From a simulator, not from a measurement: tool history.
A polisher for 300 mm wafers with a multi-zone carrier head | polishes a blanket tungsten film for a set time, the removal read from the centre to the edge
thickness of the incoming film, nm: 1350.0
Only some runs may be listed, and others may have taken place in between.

run,day,flow of slurry (ml/min),pressure of the head's centre zone,pressure of the head's middle zone,pressure of the head's edge zone,abrasive content of the slurry,polishing time (s),film removed at the wafer's centre (nm),film removed at mid-radius (nm),film removed at the wafer's edge (nm)
1,0,195,1,1,1,1,70,242.73,243.79,240.47
2,0.067,190,1,0.96,1,0.9,68,231.08,225.12,226.71
3,0.188,180,1.01,0.93,1.02,0.85,65,216.16,203.12,222.6
4,0.312,180,1.01,0.97,1.02,0.85,65,217.22,212.32,216.56
5,0.617,180,1.01,0.89,1.02,0.85,65,215.7,195.78,216.35
6,0.846,175,1.02,0.87,1.02,0.8,64,210.92,189,208.7
7,1.054,170,1.03,0.86,1.03,0.75,63,205.75,179.97,203.23

Run 8, settings as shown, results not yet in. Your forecast:
8,1.3,165,1.03,0.85,1.04,0.7,62,?,?,?

film removed at the wafer's centre (nm): 199.06
film removed at mid-radius (nm): 170.64
film removed at the wafer's edge (nm): 198.57

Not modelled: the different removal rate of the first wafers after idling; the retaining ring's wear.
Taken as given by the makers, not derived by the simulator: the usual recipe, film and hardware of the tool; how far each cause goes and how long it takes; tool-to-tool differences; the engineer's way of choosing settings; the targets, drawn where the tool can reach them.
